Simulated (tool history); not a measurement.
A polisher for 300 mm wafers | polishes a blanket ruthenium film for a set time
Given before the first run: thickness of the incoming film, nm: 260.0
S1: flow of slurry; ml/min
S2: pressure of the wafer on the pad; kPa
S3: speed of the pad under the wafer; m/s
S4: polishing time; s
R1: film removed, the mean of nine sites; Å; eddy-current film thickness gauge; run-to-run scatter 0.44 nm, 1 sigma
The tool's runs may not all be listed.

run  hour   S1    S2    S3  S4      R1
  1   0.0  285  15.2  0.94  36  396.88
  2   3.1  285  13.1  0.94  36  365.74
  3   7.8  285  14.5  0.94  36  389.38
  4  13.6  285  14.5  0.94  36  389.36
  5  16.4  285  15.2  0.94  36  400.30
  6  24.8  285  15.2  0.94  36  398.35
  7  27.1  285  15.9  0.94  36  408.29
  8  29.6  295  20.0  0.94  36  481.91
  9  33.2  295  20.0  0.94  36  481.42
 10  36.3  295  20.7  0.94  36  491.31

For run 11, what comes out?
 11  45.1  295  21.4  0.94  36   ?

R1: 497.57 Å

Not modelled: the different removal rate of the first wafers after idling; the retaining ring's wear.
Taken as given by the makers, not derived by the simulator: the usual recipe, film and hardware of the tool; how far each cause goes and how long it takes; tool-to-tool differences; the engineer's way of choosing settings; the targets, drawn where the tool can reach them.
